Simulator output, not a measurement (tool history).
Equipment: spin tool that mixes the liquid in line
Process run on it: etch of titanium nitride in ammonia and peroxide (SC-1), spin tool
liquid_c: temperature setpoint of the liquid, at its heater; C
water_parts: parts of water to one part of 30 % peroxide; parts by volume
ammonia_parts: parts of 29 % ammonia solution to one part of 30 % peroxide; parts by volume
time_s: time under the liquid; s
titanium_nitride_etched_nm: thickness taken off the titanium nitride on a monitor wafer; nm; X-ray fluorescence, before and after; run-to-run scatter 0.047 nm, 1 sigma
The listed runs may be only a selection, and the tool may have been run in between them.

run  hour  liquid_c  water_parts  ammonia_parts  time_s  titanium_nitride_etched_nm
  1     0        62           22           0.55     110                      7.6742
  2     7        61           22           0.55     110                      7.2552
  3  12.4        61           22           0.55     110                      7.3466
  4  15.2        60           22           0.55     110                      6.8464
  5  17.1      66.5           22           0.55     110                      10.394
  6  22.2      59.5           22           0.55     110                      6.6734
  7  29.2      58.5           22           0.55     110                      6.0629
  8  36.5        58           22           0.55     110                      5.9736
  9  37.1      57.5           22           0.55     110                      5.7577
     41.1  -- heated supply line repaired
 10  41.1        57           22           0.55     110                      7.2318
 11  46.8      55.5         23.5           0.55     110                      6.2807
 12  55.2      54.5         23.5           0.55     110                      5.8016
 13  61.1        54         23.5           0.55     110                      5.7361

Run 14 has not been measured yet. What should we expect?
 14  63.9      53.5         23.5           0.55     110                           ?

{"run 14": {"titanium_nitride_etched_nm": 5.4816}}
